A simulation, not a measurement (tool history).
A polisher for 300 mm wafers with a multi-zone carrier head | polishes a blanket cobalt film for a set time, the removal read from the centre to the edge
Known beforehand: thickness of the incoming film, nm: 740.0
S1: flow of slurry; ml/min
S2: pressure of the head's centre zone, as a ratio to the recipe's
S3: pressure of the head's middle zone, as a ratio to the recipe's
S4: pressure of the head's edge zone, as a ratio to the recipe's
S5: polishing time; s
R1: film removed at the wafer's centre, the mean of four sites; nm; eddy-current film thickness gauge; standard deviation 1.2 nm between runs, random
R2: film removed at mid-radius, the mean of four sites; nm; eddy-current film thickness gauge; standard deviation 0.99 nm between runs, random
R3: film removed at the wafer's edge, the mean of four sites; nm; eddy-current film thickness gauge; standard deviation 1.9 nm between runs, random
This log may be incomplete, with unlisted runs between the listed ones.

run 1 hour=0.0 | S1=200 S2=1.00 S3=1.00 S4=1.00 S5=64 | R1=159.82 R2=164.48 R3=166.72
run 2 hour=1.5 | S1=235 S2=1.00 S3=1.00 S4=1.00 S5=64 | R1=162.62 R2=167.18 R3=168.87
run 3 hour=6.5 | S1=235 S2=1.00 S3=1.00 S4=1.07 S5=64 | R1=161.25 R2=166.83 R3=173.85
run 4 hour=8.8 | S1=220 S2=0.96 S3=1.01 S4=1.06 S5=64 | R1=152.72 R2=165.72 R3=173.64
run 5 hour=16.9 | S1=220 S2=0.96 S3=1.01 S4=1.13 S5=64 | R1=154.78 R2=167.02 R3=180.15
run 6 hour=21.1 | S1=210 S2=0.93 S3=1.02 S4=1.09 S5=64 | R1=146.59 R2=167.76 R3=178.40

Run 7 is up next; what results do you expect?
run 7 hour=23.6 | S1=200 S2=0.92 S3=1.02 S4=1.05 S5=63 | R1=? R2=? R3=?

For run 7 the tool returned R1 142.96 nm, R2 163.83 nm, R3 167.52 nm.

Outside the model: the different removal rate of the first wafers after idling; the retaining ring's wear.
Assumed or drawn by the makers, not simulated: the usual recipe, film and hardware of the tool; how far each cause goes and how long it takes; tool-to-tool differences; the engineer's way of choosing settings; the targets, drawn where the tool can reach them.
